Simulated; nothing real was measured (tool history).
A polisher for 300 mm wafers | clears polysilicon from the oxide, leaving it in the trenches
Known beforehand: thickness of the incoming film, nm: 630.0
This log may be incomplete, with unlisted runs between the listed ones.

run,hour,flow of slurry (ml/min),pressure of the wafer on the pad (psi),speed of the pad under the wafer (m/s),overpolish time after the end point (s),time until the end point was called (s),dishing of a wide line in a test structure (nm)
1,0.0,225,1.8,0.90,29,82.652,52.160
2,2.7,225,1.8,1.08,29,70.496,50.967
3,10.7,205,1.6,1.12,25,81.013,50.537
4,16.5,225,1.4,1.16,22,87.287,49.352
5,25.1,245,1.3,1.20,19,88.965,45.325
6,33.4,295,1.3,1.20,19,86.633,45.612

What does the tool deliver on the next run?
7,41.7,305,1.2,1.20,17,?,?

{"run 7": {"time until the end point was called (s)": 93.252, "dishing of a wide line in a test structure (nm)": 44.052}}

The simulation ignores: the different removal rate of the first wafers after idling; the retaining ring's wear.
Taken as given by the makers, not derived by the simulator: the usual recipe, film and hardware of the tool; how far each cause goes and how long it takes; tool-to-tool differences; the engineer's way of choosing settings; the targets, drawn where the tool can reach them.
